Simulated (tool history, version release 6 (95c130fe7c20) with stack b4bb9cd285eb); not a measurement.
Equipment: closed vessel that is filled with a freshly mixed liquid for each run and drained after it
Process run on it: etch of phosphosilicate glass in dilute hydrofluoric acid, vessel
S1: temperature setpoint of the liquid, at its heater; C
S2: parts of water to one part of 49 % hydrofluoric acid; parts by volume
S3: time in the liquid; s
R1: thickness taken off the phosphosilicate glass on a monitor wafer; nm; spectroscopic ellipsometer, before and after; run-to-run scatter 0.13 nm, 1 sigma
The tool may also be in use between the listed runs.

run,hour,S1,S2,S3,R1
1,0,22,190,35,30.581
2,9,19,190,35,27.18
3,9.7,17,190,35,24.985
4,15.2,17,190,30,21.442
5,16.2,19.5,190,30,23.611
6,24.5,22.5,190,30,26.525

For run 7, what comes out?
7,26.8,25,190,30,?

R1: 29.193 nm
